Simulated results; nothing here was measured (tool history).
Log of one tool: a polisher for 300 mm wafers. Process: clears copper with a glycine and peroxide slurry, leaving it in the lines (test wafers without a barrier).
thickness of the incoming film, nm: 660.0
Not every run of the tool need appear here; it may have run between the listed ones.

| run | hour | flow of slurry (ml/min) | pressure of the wafer on the pad (psi) | speed of the pad under the wafer (m/s) | overpolish time after the end point (s) | time until the end point was called (s) | dishing of a wide line in a test structure (nm) |
|---|---|---|---|---|---|---|---|
| 1 | 0 | 185 | 3 | 1.22 | 24 | 100.19 | 75.91 |
| 2 | 2.6 | 185 | 3 | 1.22 | 18 | 98.656 | 67.152 |
| 3 | 4.6 | 185 | 3 | 1.22 | 26 | 98.1 | 79.964 |
| 4 | 7.2 | 185 | 3 | 1.22 | 33 | 99.429 | 88.384 |
| 5 | 12.2 | 140 | 3 | 1.22 | 33 | 105.64 | 85.033 |
| 6 | 19.2 | 135 | 2.7 | 1.22 | 34 | 109.8 | 84.937 |
| 7 | 22.1 | 135 | 2.4 | 1.18 | 35 | 121.99 | 81.684 |

Run 8, settings as shown, results not yet in. Your forecast:
| 8 | 30.3 | 135 | 2.2 | 1.18 | 35 | ? | ? |

time until the end point was called (s): 126.68
dishing of a wide line in a test structure (nm): 80.781
